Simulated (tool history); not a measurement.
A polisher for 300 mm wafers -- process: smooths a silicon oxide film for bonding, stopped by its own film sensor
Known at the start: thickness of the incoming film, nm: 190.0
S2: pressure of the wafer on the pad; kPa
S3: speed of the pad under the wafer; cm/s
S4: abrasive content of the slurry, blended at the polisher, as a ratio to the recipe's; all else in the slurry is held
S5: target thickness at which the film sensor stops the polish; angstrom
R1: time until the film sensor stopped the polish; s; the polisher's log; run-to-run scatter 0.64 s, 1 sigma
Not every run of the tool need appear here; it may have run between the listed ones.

Run 1, hour 0: flow of slurry (ml/min) 230, S2 13.8 kPa, S3 96 cm/s, S4 1, S5 1560 angstrom. Result: R1 48.059 s.
Run 2, hour 3.9: flow of slurry (ml/min) 230, S2 13.8 kPa, S3 96 cm/s, S4 1, S5 1560 angstrom. Result: R1 47.738 s.
Run 3, hour 9.9: flow of slurry (ml/min) 230, S2 13.8 kPa, S3 96 cm/s, S4 1, S5 1560 angstrom. Result: R1 47.342 s.
Run 4, hour 16.7: flow of slurry (ml/min) 230, S2 15.2 kPa, S3 98 cm/s, S4 1, S5 1560 angstrom. Result: R1 42.149 s.
Run 5, hour 19: flow of slurry (ml/min) 230, S2 15.2 kPa, S3 84 cm/s, S4 1, S5 1560 angstrom. Result: R1 49.088 s.
At hour 21.4: slurry blender recalibrated.
Run 6, hour 21.4: flow of slurry (ml/min) 230, S2 16.5 kPa, S3 86 cm/s, S4 1, S5 1560 angstrom. Result: R1 38.776 s.
Run 7, hour 25.1: flow of slurry (ml/min) 230, S2 17.2 kPa, S3 86 cm/s, S4 1, S5 1560 angstrom. Result: R1 37.754 s.

For run 8, what comes out?
Run 8, hour 32.8: flow of slurry (ml/min) 230, S2 17.2 kPa, S3 86 cm/s, S4 1, S5 1560 angstrom. Result: R1 ?.

{"run 8": {"R1": 38.459}}
